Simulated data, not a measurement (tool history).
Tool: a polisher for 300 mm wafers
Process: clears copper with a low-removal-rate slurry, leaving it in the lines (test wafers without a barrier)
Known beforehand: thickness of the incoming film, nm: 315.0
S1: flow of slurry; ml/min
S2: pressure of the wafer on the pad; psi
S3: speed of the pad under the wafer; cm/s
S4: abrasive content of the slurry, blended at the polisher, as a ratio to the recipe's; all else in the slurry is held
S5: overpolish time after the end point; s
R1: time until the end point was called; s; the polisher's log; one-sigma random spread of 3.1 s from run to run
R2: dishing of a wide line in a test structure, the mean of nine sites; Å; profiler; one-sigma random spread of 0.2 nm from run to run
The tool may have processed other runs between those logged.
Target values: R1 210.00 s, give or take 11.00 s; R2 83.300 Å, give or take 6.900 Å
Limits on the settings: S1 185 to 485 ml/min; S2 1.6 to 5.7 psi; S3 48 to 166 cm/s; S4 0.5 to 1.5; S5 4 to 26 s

Run 1, hour 0.0: S1 310 ml/min, S2 3.6 psi, S3 106 cm/s, S4 1.0, S5 13 s. Result: R1 113.99 s, R2 308.020 Å.
Run 2, hour 2.0: S1 310 ml/min, S2 3.1 psi, S3 98 cm/s, S4 1.0, S5 10 s. Result: R1 139.33 s, R2 199.160 Å.
Run 3, hour 10.8: S1 310 ml/min, S2 3.5 psi, S3 98 cm/s, S4 1.0, S5 10 s. Result: R1 123.24 s, R2 221.360 Å.
Run 4, hour 19.3: S1 310 ml/min, S2 3.0 psi, S3 94 cm/s, S4 1.0, S5 8 s. Result: R1 150.10 s, R2 151.530 Å.
Run 5, hour 27.3: S1 310 ml/min, S2 3.5 psi, S3 94 cm/s, S4 1.0, S5 8 s. Result: R1 127.44 s, R2 180.830 Å.
Run 6, hour 27.9: S1 310 ml/min, S2 3.5 psi, S3 94 cm/s, S4 1.0, S5 4 s. Result: R1 125.32 s, R2 93.138 Å.
Run 7, hour 30.1: S1 310 ml/min, S2 3.5 psi, S3 94 cm/s, S4 1.0, S5 4 s. Result: R1 128.58 s, R2 96.312 Å.
At hour 34.1: worn pad replaced by a new one.
Run 8, hour 34.1: S1 310 ml/min, S2 3.0 psi, S3 92 cm/s, S4 1.0, S5 4 s. Result: R1 138.38 s, R2 83.273 Å.
Run 9, hour 42.9: S1 310 ml/min, S2 2.6 psi, S3 86 cm/s, S4 1.0, S5 5 s. Result: R1 172.45 s, R2 83.787 Å.
Run 10, hour 48.8: S1 310 ml/min, S2 2.6 psi, S3 86 cm/s, S4 1.0, S5 5 s. Result: R1 172.03 s, R2 82.541 Å.
Run 11, hour 53.7: S1 310 ml/min, S2 2.4 psi, S3 86 cm/s, S4 1.0, S5 6 s. Result: R1 181.16 s, R2 93.300 Å.
Run 12, hour 60.9: S1 310 ml/min, S2 2.2 psi, S3 86 cm/s, S4 1.0, S5 6 s. Result: R1 199.01 s, R2 85.763 Å.

Exactly one of the 5 candidate moves below puts every result within its allowed miss. Which one?
Run A, hour 68.1: S1 300 ml/min, S2 2.5 psi, S3 72 cm/s, S4 1.1, S5 7 s. Result: R1 ?, R2 ?.
Run B, hour 68.1: S1 360 ml/min, S2 2.0 psi, S3 92 cm/s, S4 1.2, S5 6 s. Result: R1 ?, R2 ?.
Run C, hour 68.1: S1 270 ml/min, S2 2.0 psi, S3 104 cm/s, S4 1.0, S5 5 s. Result: R1 ?, R2 ?.
Run D, hour 68.1: S1 345 ml/min, S2 2.2 psi, S3 96 cm/s, S4 1.1, S5 5 s. Result: R1 ?, R2 ?.
Run E, hour 68.1: S1 185 ml/min, S2 2.5 psi, S3 84 cm/s, S4 0.7, S5 6 s. Result: R1 ?, R2 ?.

move      R1      R2
   A  203.29  96.849
   B  191.26  88.271
   C  182.84  77.279
   D  172.28  81.955
   E  209.68  80.943
A: puts the biggest miss on target and leaves a different result outside tolerance
B: moves away from the targets compared with the last run
C: moves away from the targets compared with the last run
D: moves away from the targets compared with the last run
E: each result inside its tolerance
E meets every target.
